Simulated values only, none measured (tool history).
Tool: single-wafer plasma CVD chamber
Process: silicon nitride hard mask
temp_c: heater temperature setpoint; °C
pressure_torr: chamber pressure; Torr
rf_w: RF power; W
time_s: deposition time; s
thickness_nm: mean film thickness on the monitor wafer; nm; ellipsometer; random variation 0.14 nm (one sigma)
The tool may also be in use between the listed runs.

run,hour,temp_c,pressure_torr,rf_w,time_s,thickness_nm
1,0,420,2.01,360,30.4,40.89
2,3,420,1.85,340,30.4,38.549
3,8.7,420,2.2,340,30.4,40.289
4,12.7,420,2.03,325,30.4,38.463
5,17.9,414,2.03,325,30.4,38.36
6,18.4,414,2.25,325,30.4,39.409
7,22.1,414,2.08,310,30.4,37.554
8,23.2,414,1.68,275,30.4,32.335

Forecast run 9:
9,25,414,1.72,275,30.4,?

{"run 9": {"thickness_nm": 32.672}}
